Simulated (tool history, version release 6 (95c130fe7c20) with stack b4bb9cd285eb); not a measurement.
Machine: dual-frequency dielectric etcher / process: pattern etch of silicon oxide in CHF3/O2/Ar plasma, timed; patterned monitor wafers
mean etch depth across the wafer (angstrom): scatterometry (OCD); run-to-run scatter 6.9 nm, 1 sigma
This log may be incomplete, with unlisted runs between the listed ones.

run,day,source power (kW),bias power (kW),etch time (s),mean etch depth across the wafer (angstrom)
1,0,0.68,0.228,478.5,11025
2,0.229,0.78,0.228,478.5,11861
3,0.567,0.68,0.228,478.5,11086
4,0.904,0.72,0.233,478.5,11457
5,1.062,0.72,0.202,478.5,10786
6,1.362,0.76,0.209,478.5,11282

Expected results for the next run?
7,1.633,0.79,0.213,478.5,?

mean etch depth across the wafer (angstrom): 11645

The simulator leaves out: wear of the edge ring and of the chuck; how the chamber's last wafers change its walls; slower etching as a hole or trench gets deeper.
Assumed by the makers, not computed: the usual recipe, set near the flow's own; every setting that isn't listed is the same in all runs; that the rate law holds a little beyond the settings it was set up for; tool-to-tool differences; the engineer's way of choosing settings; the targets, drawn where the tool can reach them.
